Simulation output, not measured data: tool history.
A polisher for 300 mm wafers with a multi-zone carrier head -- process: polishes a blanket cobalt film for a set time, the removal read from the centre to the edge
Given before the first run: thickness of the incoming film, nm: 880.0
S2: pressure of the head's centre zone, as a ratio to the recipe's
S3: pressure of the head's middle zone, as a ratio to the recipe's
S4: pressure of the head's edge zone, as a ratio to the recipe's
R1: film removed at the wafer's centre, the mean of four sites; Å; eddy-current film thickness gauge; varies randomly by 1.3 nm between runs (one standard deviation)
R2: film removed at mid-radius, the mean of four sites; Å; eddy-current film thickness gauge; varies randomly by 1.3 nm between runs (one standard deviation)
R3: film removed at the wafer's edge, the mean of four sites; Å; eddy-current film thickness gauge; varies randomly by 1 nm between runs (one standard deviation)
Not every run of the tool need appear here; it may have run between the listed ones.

run 1 hour=0 | flow_of_slurry_(ml/min)=270 S2=1 S3=1 S4=1 polishing_time_(s)=61 | R1=2690 R2=2655.3 R3=2641.2
run 2 hour=6.3 | flow_of_slurry_(ml/min)=270 S2=1 S3=0.99 S4=0.97 polishing_time_(s)=55 | R1=2414.1 R2=2348 R3=2367.8
run 3 hour=11.8 | flow_of_slurry_(ml/min)=300 S2=1 S3=0.99 S4=0.97 polishing_time_(s)=55 | R1=2460.5 R2=2386.8 R3=2381.7
run 4 hour=18.1 | flow_of_slurry_(ml/min)=315 S2=1.01 S3=0.99 S4=0.94 polishing_time_(s)=50 | R1=2315.9 R2=2173.5 R3=2121.6
run 5 hour=20.1 | flow_of_slurry_(ml/min)=325 S2=1 S3=0.99 S4=0.92 polishing_time_(s)=47 | R1=2130.4 R2=2046.7 R3=1973.8
run 6 hour=26.6 | flow_of_slurry_(ml/min)=325 S2=1 S3=0.99 S4=0.96 polishing_time_(s)=47 | R1=2134.8 R2=2063.4 R3=2017.2
run 7 hour=33.7 | flow_of_slurry_(ml/min)=335 S2=1 S3=0.98 S4=0.93 polishing_time_(s)=44 | R1=2008.2 R2=1895.3 R3=1876.5

What does the tool deliver on the next run?
run 8 hour=39.6 | flow_of_slurry_(ml/min)=300 S2=1 S3=1 S4=0.83 polishing_time_(s)=36 | R1=? R2=? R3=?

R1: 1617.4 Å
R2: 1568.4 Å
R3: 1432.4 Å
